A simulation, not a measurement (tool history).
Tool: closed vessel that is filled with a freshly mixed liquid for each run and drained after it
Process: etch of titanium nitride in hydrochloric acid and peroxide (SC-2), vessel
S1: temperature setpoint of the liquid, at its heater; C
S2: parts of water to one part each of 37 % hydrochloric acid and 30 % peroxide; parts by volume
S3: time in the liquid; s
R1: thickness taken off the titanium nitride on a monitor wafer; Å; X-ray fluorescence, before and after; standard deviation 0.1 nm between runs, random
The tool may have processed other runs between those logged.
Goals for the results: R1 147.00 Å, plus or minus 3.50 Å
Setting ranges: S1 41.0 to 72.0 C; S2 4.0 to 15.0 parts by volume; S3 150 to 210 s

run	hour	S1	S2	S3	R1
1	0.0	57.0	8.5	210	131.60
2	4.3	57.0	8.5	210	130.07
3	8.3	57.0	8.5	210	131.43
4	15.3	57.5	8.5	210	135.47
5	20.7	57.5	8.5	210	135.99
6	23.4	54.5	8.5	210	110.32
7	29.4	55.5	8.5	210	118.29
8	32.5	55.5	8.5	210	118.75
9	40.6	56.0	8.5	210	122.91
10	45.0	56.5	8.5	210	125.87
11	50.6	57.0	8.5	210	129.68
12	58.9	57.5	8.5	210	133.82
13	60.9	58.0	8.5	210	138.94

Which of these 4 next moves meets every target?
A	62.9	55.5	7.5	210	?
B	62.9	56.0	5.5	190	?
C	62.9	57.0	8.0	210	?
D	62.9	62.5	8.0	160	?

move	R1
A	129.90
B	153.74
C	135.87
D	146.26
A: further off than the last run
B: takes the result that was furthest off past its target
C: further off than the last run
D: in spec on every target
The move that meets every target is D.
